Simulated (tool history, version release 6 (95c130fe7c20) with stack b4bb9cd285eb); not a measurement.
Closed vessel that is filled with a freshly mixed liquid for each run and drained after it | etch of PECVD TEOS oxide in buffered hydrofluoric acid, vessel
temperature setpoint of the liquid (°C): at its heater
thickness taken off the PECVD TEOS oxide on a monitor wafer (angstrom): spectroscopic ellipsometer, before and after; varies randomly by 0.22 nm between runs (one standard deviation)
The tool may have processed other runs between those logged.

run,hour,temperature setpoint of the liquid (°C),parts of 40 % ammonium fluoride to one part of 49 % hydrofluoric acid (parts by volume),time in the liquid (s),thickness taken off the PECVD TEOS oxide on a monitor wafer (angstrom)
1,0,24,20,85,791.68
2,6.7,22.5,20,85,737.88
3,14.4,21.5,20,85,697.24
4,19.6,20.5,20,85,655.34
5,28,20.5,16.5,85,790.22
6,35.8,20.5,16.5,85,793.95
7,40.9,19.5,17,85,728.7

Predict the results of run 8:
8,49.7,19,17.5,85,?

Run 8 produced thickness taken off the PECVD TEOS oxide on a monitor wafer (angstrom) 689.5.

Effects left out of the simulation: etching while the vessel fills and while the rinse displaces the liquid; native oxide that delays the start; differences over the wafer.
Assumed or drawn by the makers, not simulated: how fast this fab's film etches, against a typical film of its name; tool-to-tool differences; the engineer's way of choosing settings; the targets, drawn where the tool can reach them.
